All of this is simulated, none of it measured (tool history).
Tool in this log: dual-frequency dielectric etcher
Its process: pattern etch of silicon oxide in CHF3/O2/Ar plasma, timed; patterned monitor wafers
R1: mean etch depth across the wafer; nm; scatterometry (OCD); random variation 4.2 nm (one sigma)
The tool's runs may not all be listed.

Run 1, day 0.000: source power (kW) 0.470, bias power (kW) 0.230, etch time (s) 461.5. Result: R1 947.77 nm.
Run 2, day 0.250: source power (kW) 0.470, bias power (kW) 0.193, etch time (s) 461.5. Result: R1 897.06 nm.
Run 3, day 0.338: source power (kW) 0.540, bias power (kW) 0.193, etch time (s) 461.5. Result: R1 967.29 nm.
Run 4, day 0.558: source power (kW) 0.460, bias power (kW) 0.187, etch time (s) 461.5. Result: R1 865.13 nm.
Run 5, day 0.808: source power (kW) 0.530, bias power (kW) 0.187, etch time (s) 461.5. Result: R1 943.29 nm.
Run 6, day 1.092: source power (kW) 0.610, bias power (kW) 0.187, etch time (s) 461.5. Result: R1 1023.50 nm.
Run 7, day 1.462: source power (kW) 0.520, bias power (kW) 0.180, etch time (s) 461.5. Result: R1 922.10 nm.
Run 8, day 1.675: source power (kW) 0.460, bias power (kW) 0.176, etch time (s) 461.5. Result: R1 854.49 nm.
Run 9, day 2.008: source power (kW) 0.420, bias power (kW) 0.174, etch time (s) 461.5. Result: R1 796.47 nm.
Run 10, day 2.083: source power (kW) 0.400, bias power (kW) 0.173, etch time (s) 461.5. Result: R1 778.86 nm.

Run 11 has not been measured yet. What should we expect?
Run 11, day 2.442: source power (kW) 0.390, bias power (kW) 0.172, etch time (s) 461.5. Result: R1 ?.

{"run 11": {"R1": 764.41}}

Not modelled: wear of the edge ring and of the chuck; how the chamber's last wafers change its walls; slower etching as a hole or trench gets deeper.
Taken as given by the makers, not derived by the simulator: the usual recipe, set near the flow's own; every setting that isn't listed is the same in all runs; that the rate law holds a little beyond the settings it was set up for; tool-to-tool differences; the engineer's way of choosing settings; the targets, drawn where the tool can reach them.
